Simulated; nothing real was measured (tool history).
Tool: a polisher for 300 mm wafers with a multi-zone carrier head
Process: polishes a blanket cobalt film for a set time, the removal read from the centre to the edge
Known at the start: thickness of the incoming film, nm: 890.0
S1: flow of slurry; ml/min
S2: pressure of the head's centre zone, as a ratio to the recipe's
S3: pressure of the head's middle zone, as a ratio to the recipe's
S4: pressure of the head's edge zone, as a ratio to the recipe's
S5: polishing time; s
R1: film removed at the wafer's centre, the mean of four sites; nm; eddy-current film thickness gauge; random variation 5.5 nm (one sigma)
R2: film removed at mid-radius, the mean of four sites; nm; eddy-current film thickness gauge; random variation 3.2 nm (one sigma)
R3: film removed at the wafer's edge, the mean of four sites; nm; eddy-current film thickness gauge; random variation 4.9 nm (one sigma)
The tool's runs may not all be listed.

run	hour	S1	S2	S3	S4	S5	R1	R2	R3
1	0.0	125	1.00	1.00	1.00	59	262.12	253.41	257.74
2	7.1	125	1.00	0.92	1.00	59	269.29	239.52	260.83
3	11.2	130	0.99	0.92	1.02	62	280.73	252.54	280.84
4	15.6	155	0.99	0.92	1.02	62	290.15	263.16	284.98
5	19.5	155	0.99	0.92	1.03	64	299.17	272.33	297.64
6	26.1	155	0.99	0.92	1.04	66	310.50	280.41	307.81

Forecast run 7:
7	29.7	155	0.99	0.92	1.05	68	?	?	?

R1: 321.46 nm
R2: 288.70 nm
R3: 315.78 nm
